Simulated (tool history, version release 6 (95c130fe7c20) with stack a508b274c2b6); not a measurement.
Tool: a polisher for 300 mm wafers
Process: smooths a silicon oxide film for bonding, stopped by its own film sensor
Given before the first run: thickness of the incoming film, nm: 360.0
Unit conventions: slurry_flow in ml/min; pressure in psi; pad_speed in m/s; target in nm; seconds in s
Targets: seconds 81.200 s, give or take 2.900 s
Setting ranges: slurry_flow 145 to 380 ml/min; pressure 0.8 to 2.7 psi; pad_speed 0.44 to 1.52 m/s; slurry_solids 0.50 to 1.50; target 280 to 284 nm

run  hour  slurry_flow  pressure  pad_speed  slurry_solids  target  seconds
  1   0.0          245       1.7       0.98           1.00     284  116.570
  2   0.6          245       1.9       0.98           1.00     284  108.210
  3   5.2          245       1.9       0.98           1.00     284  108.920
  4  13.6          245       1.7       0.98           1.00     284  116.350
  5  14.2          245       1.7       0.98           1.00     284  117.380
  6  14.9          245       1.7       0.98           0.80     284  128.300
  7  17.4          250       2.2       1.00           0.80     284  109.190
  8  25.5          250       2.3       1.06           0.80     284  101.060
  9  30.6          250       2.4       1.10           0.80     284   96.001
 10  37.4          250       2.5       1.14           0.80     284   89.862
 11  43.8          250       2.6       1.16           0.80     284   88.749
 12  49.4          250       2.6       1.20           0.80     284   84.573

Which of these 5 next moves meets every target?
  A  55.0          235       2.6       1.18           0.90     281        ?
  B  55.0          270       2.5       1.34           0.80     284        ?
  C  55.0          245       2.7       1.14           0.75     284        ?
  D  55.0          225       2.7       1.16           0.80     280        ?
  E  55.0          255       2.7       1.16           0.75     284        ?

move  seconds
   A   87.325
   B   82.578
   C   90.561
   D   92.410
   E   89.150
A: further off than the last run
B: all results land within tolerance of their targets
C: further off than the last run
D: further off than the last run
E: further off than the last run
So the answer is move B, the one that meets all the targets.

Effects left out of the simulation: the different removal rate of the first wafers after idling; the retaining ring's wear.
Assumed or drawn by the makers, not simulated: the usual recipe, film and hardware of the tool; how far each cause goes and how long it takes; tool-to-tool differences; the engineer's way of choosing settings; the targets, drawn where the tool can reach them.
